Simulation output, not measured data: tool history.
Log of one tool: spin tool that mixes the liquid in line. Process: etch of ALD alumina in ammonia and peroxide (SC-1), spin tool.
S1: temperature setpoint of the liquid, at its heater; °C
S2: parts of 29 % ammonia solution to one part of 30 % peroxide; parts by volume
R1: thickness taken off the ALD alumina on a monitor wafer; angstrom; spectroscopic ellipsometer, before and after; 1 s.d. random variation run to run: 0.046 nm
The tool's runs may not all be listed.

{"run": 1, "hour": 0.0, "S1": 49.0, "S2": 0.7, "time under the liquid (s)": 105, "R1": 71.725}
{"run": 2, "hour": 7.4, "S1": 42.5, "S2": 0.7, "time under the liquid (s)": 105, "R1": 49.838}
{"run": 3, "hour": 14.9, "S1": 42.5, "S2": 0.7, "time under the liquid (s)": 105, "R1": 49.749}
{"run": 4, "hour": 21.2, "S1": 42.5, "S2": 0.7, "time under the liquid (s)": 105, "R1": 49.732}
{"run": 5, "hour": 22.9, "S1": 42.5, "S2": 0.45, "time under the liquid (s)": 105, "R1": 47.579}
{"run": 6, "hour": 28.7, "S1": 44.0, "S2": 0.45, "time under the liquid (s)": 105, "R1": 51.718}

Forecast run 7:
{"run": 7, "hour": 31.4, "S1": 45.0, "S2": 0.45, "time under the liquid (s)": 105, "R1": "?"}

R1: 54.823 angstrom
